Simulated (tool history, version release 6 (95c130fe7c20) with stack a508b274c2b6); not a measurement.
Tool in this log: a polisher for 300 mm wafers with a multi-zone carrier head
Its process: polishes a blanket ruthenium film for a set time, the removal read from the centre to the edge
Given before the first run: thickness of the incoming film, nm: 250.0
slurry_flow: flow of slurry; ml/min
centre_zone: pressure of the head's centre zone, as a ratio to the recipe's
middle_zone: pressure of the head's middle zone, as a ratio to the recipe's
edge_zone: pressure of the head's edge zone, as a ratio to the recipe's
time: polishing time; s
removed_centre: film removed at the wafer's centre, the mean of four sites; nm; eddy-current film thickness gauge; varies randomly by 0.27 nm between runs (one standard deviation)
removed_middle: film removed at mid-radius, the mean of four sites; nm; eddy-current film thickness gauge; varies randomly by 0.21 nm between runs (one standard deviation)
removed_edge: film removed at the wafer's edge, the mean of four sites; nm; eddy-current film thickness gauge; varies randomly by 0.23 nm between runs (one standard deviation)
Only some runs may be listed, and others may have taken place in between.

| run | hour | slurry_flow | centre_zone | middle_zone | edge_zone | time | removed_centre | removed_middle | removed_edge |
|---|---|---|---|---|---|---|---|---|---|
| 1 | 0 | 210 | 1 | 1 | 1 | 53 | 39.359 | 39.793 | 39.064 |
| 2 | 3.2 | 210 | 1 | 1 | 1 | 62 | 46.26 | 46.176 | 46.608 |
| 3 | 9.7 | 210 | 1.06 | 1 | 1 | 62 | 49.274 | 45.455 | 46.223 |
| 4 | 16.2 | 210 | 1.06 | 1 | 1 | 57 | 43.825 | 42.279 | 43.094 |
| 5 | 21 | 260 | 1.06 | 1 | 1 | 57 | 45.444 | 43.228 | 43.386 |
| 6 | 25.2 | 255 | 1.03 | 0.98 | 0.98 | 52 | 40.635 | 38.569 | 38.969 |
| 7 | 27.5 | 245 | 0.99 | 0.97 | 0.96 | 48 | 36.122 | 35.197 | 35.339 |
| 8 | 30.1 | 240 | 0.96 | 0.96 | 0.94 | 45 | 32.577 | 33.003 | 32.916 |
| 9 | 32.8 | 235 | 0.95 | 0.95 | 0.92 | 43 | 30.473 | 30.874 | 31.15 |
| 10 | 38.7 | 235 | 0.94 | 0.95 | 0.9 | 41 | 29.111 | 30.012 | 29.495 |

Run 11 is up next; what results do you expect?
| 11 | 44.8 | 230 | 0.93 | 0.94 | 0.88 | 40 | ? | ? | ? |

{"run 11": {"removed_centre": 28.462, "removed_middle": 28.769, "removed_edge": 28.672}}
